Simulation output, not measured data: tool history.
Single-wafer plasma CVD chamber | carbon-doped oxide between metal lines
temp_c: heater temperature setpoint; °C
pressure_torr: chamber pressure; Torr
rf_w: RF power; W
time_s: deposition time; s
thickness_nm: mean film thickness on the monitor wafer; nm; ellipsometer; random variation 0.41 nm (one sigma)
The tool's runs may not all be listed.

Run 1, hour 0.0: temp_c 360 °C, pressure_torr 5.16 Torr, rf_w 615 W, time_s 16.2 s. Result: thickness_nm 97.025 nm.
Run 2, hour 0.8: temp_c 367 °C, pressure_torr 5.16 Torr, rf_w 615 W, time_s 16.2 s. Result: thickness_nm 94.912 nm.
Run 3, hour 6.4: temp_c 367 °C, pressure_torr 5.16 Torr, rf_w 615 W, time_s 15.4 s. Result: thickness_nm 90.176 nm.
Run 4, hour 9.2: temp_c 367 °C, pressure_torr 5.16 Torr, rf_w 530 W, time_s 15.4 s. Result: thickness_nm 81.957 nm.
Run 5, hour 16.0: temp_c 358 °C, pressure_torr 5.16 Torr, rf_w 530 W, time_s 15.4 s. Result: thickness_nm 84.404 nm.
Run 6, hour 18.7: temp_c 355 °C, pressure_torr 5.46 Torr, rf_w 560 W, time_s 15.4 s. Result: thickness_nm 88.631 nm.
Run 7, hour 19.9: temp_c 353 °C, pressure_torr 5.66 Torr, rf_w 585 W, time_s 15.4 s. Result: thickness_nm 92.193 nm.
Run 8, hour 26.4: temp_c 351 °C, pressure_torr 5.84 Torr, rf_w 605 W, time_s 15.4 s. Result: thickness_nm 95.162 nm.

The next listed run, before its measurement:
Run 9, hour 32.3: temp_c 349 °C, pressure_torr 6.00 Torr, rf_w 620 W, time_s 15.4 s. Result: thickness_nm ?.

thickness_nm: 97.447 nm

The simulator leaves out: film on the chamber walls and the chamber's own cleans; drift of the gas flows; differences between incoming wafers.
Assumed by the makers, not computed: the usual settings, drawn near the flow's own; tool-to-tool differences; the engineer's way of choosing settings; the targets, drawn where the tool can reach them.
